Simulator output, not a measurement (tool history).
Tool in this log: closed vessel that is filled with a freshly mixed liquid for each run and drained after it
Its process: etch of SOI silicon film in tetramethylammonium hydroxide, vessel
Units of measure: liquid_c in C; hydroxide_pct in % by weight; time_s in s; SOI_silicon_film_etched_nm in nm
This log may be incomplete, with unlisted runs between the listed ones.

run  hour  liquid_c  hydroxide_pct  time_s  SOI_silicon_film_etched_nm
  1     0        69             16     100                      551.17
  2   5.2        69           14.5     100                      568.01
  3   6.1        69           14.5     110                      633.33
  4   8.9      71.5           14.5     110                      727.05
  5  14.4      73.5           14.5     110                      822.01
  6  17.6      68.5           14.5     110                      623.22
  7  24.9        71           14.5     110                      715.11

Run 8 comes next. What will it give?
  8  28.4        73           14.5     110                           ?

SOI_silicon_film_etched_nm: 805.39 nm
